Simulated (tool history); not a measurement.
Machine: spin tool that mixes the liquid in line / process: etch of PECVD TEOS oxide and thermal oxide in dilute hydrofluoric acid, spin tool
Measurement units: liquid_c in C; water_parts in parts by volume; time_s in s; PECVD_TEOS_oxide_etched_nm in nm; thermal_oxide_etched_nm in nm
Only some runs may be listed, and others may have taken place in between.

run  hour  liquid_c  water_parts  time_s  PECVD_TEOS_oxide_etched_nm  thermal_oxide_etched_nm
  1     0        24          220      45                      4.0733                  0.80373
  2   0.8        23          235      45                      3.6057                  0.69067
  3   1.8      22.5          250      45                      3.2967                  0.67228
  4  10.8      22.5          290      45                      2.7145                  0.52196
  5  17.1        22          300      45                      2.5233                  0.50079
  6  17.8      21.5          310      45                      2.4095                  0.47881
  7  24.8      21.5          320      45                      2.3129                  0.45353
  8  30.9        21          325      45                      2.2016                  0.42919
  9  33.4      20.5          330      45                      2.1336                  0.42335
 10  35.1      20.5          335      45                      2.0937                  0.41299
 11  38.1      20.5          340      45                      2.0631                  0.40942
     45.4  -- hydrofluoric acid flow meter replaced
 12  45.4      20.5          340      45                      2.4163                  0.46131
 13  49.2      21.5          345      45                      2.4518                  0.47374
 14  54.4        21          345      45                      2.4119                  0.48142

Predict the results of run 15:
 15  59.5      20.5          345      45                           ?                        ?

PECVD_TEOS_oxide_etched_nm: 2.3473 nm
thermal_oxide_etched_nm: 0.4657 nm

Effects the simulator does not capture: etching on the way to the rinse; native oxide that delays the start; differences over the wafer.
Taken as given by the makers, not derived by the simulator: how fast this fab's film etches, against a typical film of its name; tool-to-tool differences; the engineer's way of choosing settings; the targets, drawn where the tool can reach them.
